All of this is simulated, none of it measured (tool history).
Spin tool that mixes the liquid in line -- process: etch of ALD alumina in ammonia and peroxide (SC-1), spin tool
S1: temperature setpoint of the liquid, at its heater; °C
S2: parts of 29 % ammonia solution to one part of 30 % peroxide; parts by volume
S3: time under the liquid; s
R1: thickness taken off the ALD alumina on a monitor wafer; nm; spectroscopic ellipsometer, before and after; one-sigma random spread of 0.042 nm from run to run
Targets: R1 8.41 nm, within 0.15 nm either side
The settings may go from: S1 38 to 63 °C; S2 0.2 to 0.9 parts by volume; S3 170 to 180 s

Run 1, hour 0: S1 47 °C, S2 0.5 parts by volume, S3 170 s. Result: R1 6.6665 nm.
Run 2, hour 5.7: S1 47 °C, S2 0.5 parts by volume, S3 170 s. Result: R1 6.7926 nm.
Run 3, hour 10.8: S1 47 °C, S2 0.5 parts by volume, S3 180 s. Result: R1 7.0531 nm.
Run 4, hour 14.4: S1 47 °C, S2 0.5 parts by volume, S3 180 s. Result: R1 7.1708 nm.
Run 5, hour 21.4: S1 47 °C, S2 0.5 parts by volume, S3 180 s. Result: R1 7.1408 nm.
Run 6, hour 23: S1 47 °C, S2 0.4 parts by volume, S3 180 s. Result: R1 6.9265 nm.
Run 7, hour 25.1: S1 48 °C, S2 0.4 parts by volume, S3 180 s. Result: R1 7.3506 nm.
Run 8, hour 30.8: S1 51 °C, S2 0.4 parts by volume, S3 180 s. Result: R1 8.7535 nm.

Which of these 4 next moves meets every target?
Run A, hour 36.5: S1 52 °C, S2 0.5 parts by volume, S3 170 s. Result: R1 ?.
Run B, hour 36.5: S1 50.5 °C, S2 0.7 parts by volume, S3 170 s. Result: R1 ?.
Run C, hour 36.5: S1 52 °C, S2 0.45 parts by volume, S3 170 s. Result: R1 ?.
Run D, hour 36.5: S1 52 °C, S2 0.2 parts by volume, S3 170 s. Result: R1 ?.

move      R1
   A  8.9357
   B  8.4929
   C  8.8468
   D  8.1902
A: further off than the last run
B: meets every target
C: further off than the last run
D: carries the result that was furthest off beyond its target, to the other side
Correct choice: B, which meets every target
